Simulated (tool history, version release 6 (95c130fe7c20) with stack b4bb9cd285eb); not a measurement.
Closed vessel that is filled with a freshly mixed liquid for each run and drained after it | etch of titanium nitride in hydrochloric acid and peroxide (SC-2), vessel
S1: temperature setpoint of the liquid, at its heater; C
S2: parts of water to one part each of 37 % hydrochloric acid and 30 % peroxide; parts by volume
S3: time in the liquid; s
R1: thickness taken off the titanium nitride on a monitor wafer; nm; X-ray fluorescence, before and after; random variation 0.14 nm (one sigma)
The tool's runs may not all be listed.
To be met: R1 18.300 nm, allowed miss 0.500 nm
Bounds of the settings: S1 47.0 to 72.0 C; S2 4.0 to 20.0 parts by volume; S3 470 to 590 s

{"run": 1, "day": 0.0, "S1": 63.0, "S2": 11.0, "S3": 590, "R1": 26.351}
{"run": 2, "day": 0.229, "S1": 60.0, "S2": 11.0, "S3": 590, "R1": 21.549}
{"run": 3, "day": 0.267, "S1": 55.5, "S2": 11.0, "S3": 590, "R1": 16.416}
{"run": 4, "day": 0.475, "S1": 56.0, "S2": 11.0, "S3": 590, "R1": 16.764}
{"run": 5, "day": 0.646, "S1": 56.5, "S2": 11.0, "S3": 590, "R1": 17.127}
{"run": 6, "day": 0.954, "S1": 51.0, "S2": 11.0, "S3": 590, "R1": 12.008}
{"run": 7, "day": 1.017, "S1": 53.0, "S2": 11.0, "S3": 590, "R1": 13.759}
{"run": 8, "day": 1.242, "S1": 54.5, "S2": 11.0, "S3": 590, "R1": 15.271}
{"run": 9, "day": 1.458, "S1": 55.5, "S2": 11.0, "S3": 590, "R1": 16.139}
{"run": 10, "day": 1.483, "S1": 56.0, "S2": 11.0, "S3": 590, "R1": 16.873}
{"run": 11, "day": 1.775, "S1": 56.5, "S2": 11.0, "S3": 590, "R1": 17.363}

Which of these 4 next moves meets every target?
{"run": "A", "day": 2.067, "S1": 51.5, "S2": 8.0, "S3": 590, "R1": "?"}
{"run": "B", "day": 2.067, "S1": 57.0, "S2": 9.5, "S3": 495, "R1": "?"}
{"run": "C", "day": 2.067, "S1": 54.0, "S2": 8.5, "S3": 590, "R1": "?"}
{"run": "D", "day": 2.067, "S1": 57.5, "S2": 10.5, "S3": 510, "R1": "?"}

move=A R1=16.315
move=B R1=17.001
move=C R1=18.300
move=D R1=16.630
A: further off than the last run
B: further off than the last run
C: meets every target
D: further off than the last run
Move C is the one to make.
